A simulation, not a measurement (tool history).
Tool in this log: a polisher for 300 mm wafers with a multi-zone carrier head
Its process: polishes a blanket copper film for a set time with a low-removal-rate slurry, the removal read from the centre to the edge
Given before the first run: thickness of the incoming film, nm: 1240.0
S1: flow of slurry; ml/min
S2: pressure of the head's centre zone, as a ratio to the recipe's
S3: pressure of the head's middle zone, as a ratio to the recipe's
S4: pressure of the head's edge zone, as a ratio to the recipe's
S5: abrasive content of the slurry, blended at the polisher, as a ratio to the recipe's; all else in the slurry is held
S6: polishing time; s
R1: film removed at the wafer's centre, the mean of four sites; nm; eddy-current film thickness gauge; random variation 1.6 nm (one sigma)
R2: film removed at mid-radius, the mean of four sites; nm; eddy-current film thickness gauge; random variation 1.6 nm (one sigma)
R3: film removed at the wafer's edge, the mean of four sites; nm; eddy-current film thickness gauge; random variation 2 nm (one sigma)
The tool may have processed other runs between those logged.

run	day	S1	S2	S3	S4	S5	S6	R1	R2	R3
1	0.000	190	1.00	1.00	1.00	1.00	48	168.65	168.77	168.32
2	0.150	190	1.00	0.93	1.00	1.00	48	168.69	159.59	168.67
3	0.212	210	1.04	0.99	1.05	1.15	49	187.98	177.41	182.49
4	0.279	220	1.07	1.03	1.08	1.25	50	203.09	194.78	193.11
5	0.533	230	1.09	1.05	1.11	1.35	50	209.38	196.27	197.53
6	0.804	240	1.10	1.08	1.13	1.40	51	218.22	211.86	207.91

Run 7, settings as shown, results not yet in. Your forecast:
7	1.050	250	1.12	1.09	1.14	1.45	51	?	?	?

Run 7 gave R1 222.40 nm, R2 213.19 nm, R3 213.03 nm.

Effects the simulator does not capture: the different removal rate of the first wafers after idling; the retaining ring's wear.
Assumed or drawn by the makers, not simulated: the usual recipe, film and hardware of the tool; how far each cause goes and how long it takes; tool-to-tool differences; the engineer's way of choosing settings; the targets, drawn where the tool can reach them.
